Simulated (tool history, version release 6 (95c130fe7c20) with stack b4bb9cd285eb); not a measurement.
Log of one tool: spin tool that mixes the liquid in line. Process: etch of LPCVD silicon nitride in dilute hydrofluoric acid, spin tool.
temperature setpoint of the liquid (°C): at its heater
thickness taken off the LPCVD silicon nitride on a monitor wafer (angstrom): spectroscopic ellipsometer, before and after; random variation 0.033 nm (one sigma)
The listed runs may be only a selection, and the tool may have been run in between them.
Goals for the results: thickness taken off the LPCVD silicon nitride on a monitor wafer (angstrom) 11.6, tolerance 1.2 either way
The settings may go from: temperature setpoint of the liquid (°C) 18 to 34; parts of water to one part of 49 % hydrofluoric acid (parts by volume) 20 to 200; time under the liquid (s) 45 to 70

run  hour  temperature setpoint of the liquid (°C)  parts of water to one part of 49 % hydrofluoric acid (parts by volume)  time under the liquid (s)  thickness taken off the LPCVD silicon nitride on a monitor wafer (angstrom)
  1     0                                       26                                                                     110                         70                                                                       3.6048
  2   5.9                                       26                                                                     140                         70                                                                       2.8955
  3  12.4                                       27                                                                     125                         70                                                                        3.787
  4  13.1                                       27                                                                     140                         70                                                                       3.2838
  5  17.5                                       30                                                                     140                         70                                                                       3.8267
  6  22.1                                       30                                                                     140                         70                                                                       3.8247
  7    27                                       30                                                                     140                         70                                                                       4.0497
  8  35.4                                     30.5                                                                     125                         70                                                                       4.6184
  9  43.1                                       31                                                                     115                         70                                                                       4.7524
 10  48.1                                       34                                                                      70                         70                                                                       10.019

Exactly one of the 5 candidate moves below puts every result within its allowed miss. Which one?
  A  53.1                                       34                                                                      60                         70                                                                            ?
  B  53.1                                     33.5                                                                      45                         70                                                                            ?
  C  53.1                                     31.5                                                                      60                         65                                                                            ?
  D  53.1                                       34                                                                      45                         70                                                                            ?
  E  53.1                                       33                                                                      40                         70                                                                            ?

move  thickness taken off the LPCVD silicon nitride on a monitor wafer (angstrom)
   A                                                                       11.347
   B                                                                       14.654
   C                                                                       9.0059
   D                                                                       15.123
   E                                                                       15.954
A: hits every target within its allowed miss
B: carries the result that was furthest off beyond its target, to the other side
C: the biggest miss grows against the last run
D: carries the result that was furthest off beyond its target, to the other side
E: carries the result that was furthest off beyond its target, to the other side
So the answer is move A, the one that meets all the targets.

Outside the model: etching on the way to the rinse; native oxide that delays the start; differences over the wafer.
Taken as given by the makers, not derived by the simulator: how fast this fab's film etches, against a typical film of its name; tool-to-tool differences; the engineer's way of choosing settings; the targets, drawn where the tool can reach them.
